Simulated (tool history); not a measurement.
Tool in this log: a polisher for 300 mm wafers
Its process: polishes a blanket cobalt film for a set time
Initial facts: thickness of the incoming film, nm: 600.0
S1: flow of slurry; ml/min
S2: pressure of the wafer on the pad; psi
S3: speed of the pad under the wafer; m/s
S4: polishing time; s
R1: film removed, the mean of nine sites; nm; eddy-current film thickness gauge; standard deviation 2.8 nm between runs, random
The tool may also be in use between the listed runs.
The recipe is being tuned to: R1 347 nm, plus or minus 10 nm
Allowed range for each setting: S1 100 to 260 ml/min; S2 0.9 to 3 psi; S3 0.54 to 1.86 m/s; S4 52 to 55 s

{"run": 1, "day": 0.0, "S1": 165, "S2": 1.9, "S3": 1.18, "S4": 52, "R1": 245.83}
{"run": 2, "day": 0.3, "S1": 170, "S2": 2, "S3": 1.18, "S4": 52, "R1": 258.28}
{"run": 3, "day": 0.496, "S1": 175, "S2": 2.1, "S3": 1.18, "S4": 52, "R1": 268.37}
{"run": 4, "day": 0.583, "S1": 175, "S2": 2.1, "S3": 0.9, "S4": 52, "R1": 225.67}
{"run": 5, "day": 0.792, "S1": 175, "S2": 2.1, "S3": 0.9, "S4": 52, "R1": 222.7}
{"run": 6, "day": 0.942, "S1": 175, "S2": 2.2, "S3": 0.9, "S4": 52, "R1": 232.01}
{"run": 7, "day": 1.15, "S1": 180, "S2": 2.3, "S3": 0.9, "S4": 52, "R1": 246.97}
{"run": 8, "day": 1.258, "S1": 185, "S2": 2.4, "S3": 0.9, "S4": 52, "R1": 259.5}
{"run": 9, "day": 1.375, "S1": 190, "S2": 2.5, "S3": 0.9, "S4": 52, "R1": 271.38}
{"run": 10, "day": 1.454, "S1": 190, "S2": 2.6, "S3": 0.9, "S4": 52, "R1": 284}
{"run": 11, "day": 1.596, "S1": 220, "S2": 3, "S3": 0.9, "S4": 52, "R1": 331.92}
{"run": 12, "day": 1.7, "S1": 220, "S2": 3, "S3": 0.92, "S4": 52, "R1": 336.24}

Next run, 5 choices. One meets every target within its allowed miss, the rest don't. Which?
{"run": "A", "day": 1.804, "S1": 225, "S2": 2.9, "S3": 0.86, "S4": 54, "R1": "?"}
{"run": "B", "day": 1.804, "S1": 200, "S2": 3, "S3": 1, "S4": 52, "R1": "?"}
{"run": "C", "day": 1.804, "S1": 250, "S2": 2.8, "S3": 1.08, "S4": 53, "R1": "?"}
{"run": "D", "day": 1.804, "S1": 240, "S2": 2.7, "S3": 0.88, "S4": 55, "R1": "?"}
{"run": "E", "day": 1.804, "S1": 215, "S2": 2.8, "S3": 0.94, "S4": 52, "R1": "?"}

move=A R1=324.92
move=B R1=353.22
move=C R1=365.41
move=D R1=315.8
move=E R1=319.31
A: moves away from the targets compared with the last run
B: meets every target
C: takes the result that was furthest off past its target
D: moves away from the targets compared with the last run
E: moves away from the targets compared with the last run
Go with B: it meets all targets.

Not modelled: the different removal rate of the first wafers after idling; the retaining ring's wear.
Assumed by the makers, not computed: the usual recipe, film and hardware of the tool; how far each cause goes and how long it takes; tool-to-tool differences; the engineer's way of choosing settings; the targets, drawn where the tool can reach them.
